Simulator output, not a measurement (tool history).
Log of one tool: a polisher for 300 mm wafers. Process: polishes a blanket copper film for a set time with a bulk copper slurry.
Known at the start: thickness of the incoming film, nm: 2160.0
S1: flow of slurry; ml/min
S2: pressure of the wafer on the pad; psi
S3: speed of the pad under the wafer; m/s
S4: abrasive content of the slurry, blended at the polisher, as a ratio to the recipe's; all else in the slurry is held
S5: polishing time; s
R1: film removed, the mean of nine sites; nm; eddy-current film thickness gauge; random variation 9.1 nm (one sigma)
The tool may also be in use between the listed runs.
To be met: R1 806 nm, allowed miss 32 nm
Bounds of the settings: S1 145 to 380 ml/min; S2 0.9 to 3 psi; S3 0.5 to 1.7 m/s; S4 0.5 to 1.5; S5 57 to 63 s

| run | hour | S1 | S2 | S3 | S4 | S5 | R1 |
|---|---|---|---|---|---|---|---|
| 1 | 0 | 245 | 1.9 | 1.1 | 1 | 63 | 514.4 |
| 2 | 2.6 | 245 | 1.9 | 0.9 | 1 | 63 | 426.91 |
| 3 | 10.7 | 245 | 1.9 | 0.9 | 0.85 | 63 | 402.14 |
| 4 | 16.4 | 245 | 1.9 | 0.9 | 1.05 | 63 | 436.93 |
| 5 | 23.1 | 245 | 1.9 | 0.66 | 1.05 | 63 | 327.16 |
| 6 | 32.1 | 245 | 2.1 | 0.7 | 1.05 | 63 | 372.54 |
| 7 | 39.5 | 245 | 2.2 | 0.76 | 1.05 | 63 | 427.4 |
| 8 | 45.1 | 245 | 2.3 | 0.78 | 1.05 | 63 | 451.99 |
| 9 | 47.8 | 245 | 2.4 | 0.82 | 1.05 | 63 | 498.24 |
| 10 | 50.4 | 245 | 2.5 | 0.84 | 1.05 | 63 | 522.67 |
| 11 | 54.7 | 245 | 2.6 | 0.86 | 1.05 | 63 | 565.22 |
| 12 | 59.5 | 245 | 2.7 | 0.88 | 1.05 | 63 | 597.99 |
| 13 | 61.1 | 245 | 2.7 | 0.9 | 1.05 | 63 | 611.16 |
| 14 | 66.4 | 245 | 2.7 | 0.92 | 1.05 | 63 | 622.13 |
| 15 | 71.9 | 245 | 2.7 | 0.94 | 1.05 | 63 | 614.16 |
| 16 | 76 | 245 | 2.7 | 0.96 | 1.05 | 63 | 640.99 |
| 17 | 79 | 250 | 3 | 1.04 | 1.05 | 63 | 765.06 |

Which of these 4 next moves meets every target?
| A | 82 | 235 | 3 | 0.94 | 1.15 | 63 | ? |
| B | 82 | 240 | 2.8 | 1.06 | 1.2 | 60 | ? |
| C | 82 | 220 | 2.6 | 1.16 | 1.05 | 63 | ? |
| D | 82 | 205 | 3 | 1.1 | 1.25 | 60 | ? |

| move | R1 |
|---|---|
| A | 714.47 |
| B | 720.53 |
| C | 728.35 |
| D | 796.18 |
A: further off than the last run
B: further off than the last run
C: further off than the last run
D: meets every target
Answer: D
